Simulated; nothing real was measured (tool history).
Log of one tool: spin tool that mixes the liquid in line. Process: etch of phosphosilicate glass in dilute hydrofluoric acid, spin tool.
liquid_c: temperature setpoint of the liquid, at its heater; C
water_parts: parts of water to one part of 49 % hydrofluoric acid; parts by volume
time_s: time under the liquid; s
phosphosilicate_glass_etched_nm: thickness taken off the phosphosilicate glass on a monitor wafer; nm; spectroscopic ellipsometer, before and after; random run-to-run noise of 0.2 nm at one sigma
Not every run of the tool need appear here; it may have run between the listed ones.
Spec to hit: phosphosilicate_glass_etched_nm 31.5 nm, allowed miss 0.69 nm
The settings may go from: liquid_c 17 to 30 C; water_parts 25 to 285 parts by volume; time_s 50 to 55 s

run,hour,liquid_c,water_parts,time_s,phosphosilicate_glass_etched_nm
1,0,22,155,50,39.475
2,5.9,22,155,55,43.507
3,14.1,25,155,55,48.846
4,17.7,23,160,55,43.601
5,22.6,21.5,165,55,39.447
6,23.9,24.5,165,55,43.873
7,30.9,22.5,170,55,39.877
8,37.2,21,170,55,37.315
9,43.7,20,170,55,35.61
10,44.5,19,170,55,34.51
11,47.1,18.5,170,55,34.111
12,50.5,18,170,55,33.475
13,54.6,17.5,170,55,32.742

4 candidate next runs follow, results not yet known. Just one meets every target within its allowed miss. Identify it.
A,58.7,17.5,160,50,?
B,58.7,19,170,55,?
C,58.7,17,160,55,?
D,58.7,17,150,50,?

move,phosphosilicate_glass_etched_nm
A,31.679
B,34.492
C,34.145
D,33.431
A: meets every target
B: misses by more than the last run did
C: misses by more than the last run did
D: misses by more than the last run did
A meets every target.
